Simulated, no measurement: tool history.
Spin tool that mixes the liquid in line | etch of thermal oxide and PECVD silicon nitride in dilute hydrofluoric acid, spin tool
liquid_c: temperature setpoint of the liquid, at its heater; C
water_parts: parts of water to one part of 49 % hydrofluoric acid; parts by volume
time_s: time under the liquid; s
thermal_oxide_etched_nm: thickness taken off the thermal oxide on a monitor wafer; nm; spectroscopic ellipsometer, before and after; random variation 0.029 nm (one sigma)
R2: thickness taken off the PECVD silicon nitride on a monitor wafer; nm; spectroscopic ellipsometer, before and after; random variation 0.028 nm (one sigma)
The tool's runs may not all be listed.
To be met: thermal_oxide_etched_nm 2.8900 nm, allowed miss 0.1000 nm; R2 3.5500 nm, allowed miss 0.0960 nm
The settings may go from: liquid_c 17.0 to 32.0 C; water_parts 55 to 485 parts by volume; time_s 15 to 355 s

Run 1, hour 0.0: liquid_c 24.0 C, water_parts 270 parts by volume, time_s 180 s. Result: thermal_oxide_etched_nm 2.9458 nm, R2 3.2610 nm.
Run 2, hour 8.7: liquid_c 24.5 C, water_parts 275 parts by volume, time_s 180 s. Result: thermal_oxide_etched_nm 2.9358 nm, R2 3.3316 nm.
Run 3, hour 16.5: liquid_c 21.0 C, water_parts 275 parts by volume, time_s 180 s. Result: thermal_oxide_etched_nm 2.5619 nm, R2 2.6608 nm.
Run 4, hour 22.0: liquid_c 19.5 C, water_parts 275 parts by volume, time_s 180 s. Result: thermal_oxide_etched_nm 2.4917 nm, R2 2.4504 nm.
At hour 23.5: thermometer replaced.
Run 5, hour 23.5: liquid_c 19.5 C, water_parts 350 parts by volume, time_s 180 s. Result: thermal_oxide_etched_nm 1.7233 nm, R2 1.7335 nm.
Run 6, hour 25.4: liquid_c 20.5 C, water_parts 345 parts by volume, time_s 180 s. Result: thermal_oxide_etched_nm 1.8074 nm, R2 1.9019 nm.
Run 7, hour 28.3: liquid_c 21.0 C, water_parts 340 parts by volume, time_s 180 s. Result: thermal_oxide_etched_nm 1.8469 nm, R2 1.9967 nm.
Run 8, hour 29.6: liquid_c 21.5 C, water_parts 335 parts by volume, time_s 180 s. Result: thermal_oxide_etched_nm 1.9651 nm, R2 2.0837 nm.
Run 9, hour 35.8: liquid_c 22.0 C, water_parts 330 parts by volume, time_s 180 s. Result: thermal_oxide_etched_nm 2.0333 nm, R2 2.1715 nm.
Run 10, hour 36.5: liquid_c 22.5 C, water_parts 325 parts by volume, time_s 180 s. Result: thermal_oxide_etched_nm 2.0878 nm, R2 2.2498 nm.
Run 11, hour 42.3: liquid_c 23.0 C, water_parts 320 parts by volume, time_s 180 s. Result: thermal_oxide_etched_nm 2.1716 nm, R2 2.3827 nm.
Run 12, hour 44.7: liquid_c 23.5 C, water_parts 315 parts by volume, time_s 180 s. Result: thermal_oxide_etched_nm 2.2680 nm, R2 2.4765 nm.
Run 13, hour 50.6: liquid_c 27.5 C, water_parts 305 parts by volume, time_s 180 s. Result: thermal_oxide_etched_nm 2.6942 nm, R2 3.2832 nm.
Run 14, hour 59.1: liquid_c 28.0 C, water_parts 300 parts by volume, time_s 180 s. Result: thermal_oxide_etched_nm 2.8177 nm, R2 3.4518 nm.
Run 15, hour 60.1: liquid_c 28.0 C, water_parts 300 parts by volume, time_s 180 s. Result: thermal_oxide_etched_nm 2.8740 nm, R2 3.4414 nm.

5 next moves are on the table. One of them brings every result within its allowed miss. Which?
Run A, hour 61.1: liquid_c 27.5 C, water_parts 385 parts by volume, time_s 265 s. Result: thermal_oxide_etched_nm ?, R2 ?.
Run B, hour 61.1: liquid_c 30.0 C, water_parts 300 parts by volume, time_s 175 s. Result: thermal_oxide_etched_nm ?, R2 ?.
Run C, hour 61.1: liquid_c 25.0 C, water_parts 380 parts by volume, time_s 280 s. Result: thermal_oxide_etched_nm ?, R2 ?.
Run D, hour 61.1: liquid_c 30.0 C, water_parts 430 parts by volume, time_s 255 s. Result: thermal_oxide_etched_nm ?, R2 ?.
Run E, hour 61.1: liquid_c 32.0 C, water_parts 325 parts by volume, time_s 170 s. Result: thermal_oxide_etched_nm ?, R2 ?.

move  thermal_oxide_etched_nm      R2
   A                   2.9213  3.8272
   B                   2.9265  3.7639
   C                   2.8994  3.5438
   D                   2.6011  3.7839
   E                   2.7188  3.7691
A: takes the result that was furthest off past its target
B: takes the result that was furthest off past its target
C: meets every target
D: takes the result that was furthest off past its target
E: takes the result that was furthest off past its target
Answer: C

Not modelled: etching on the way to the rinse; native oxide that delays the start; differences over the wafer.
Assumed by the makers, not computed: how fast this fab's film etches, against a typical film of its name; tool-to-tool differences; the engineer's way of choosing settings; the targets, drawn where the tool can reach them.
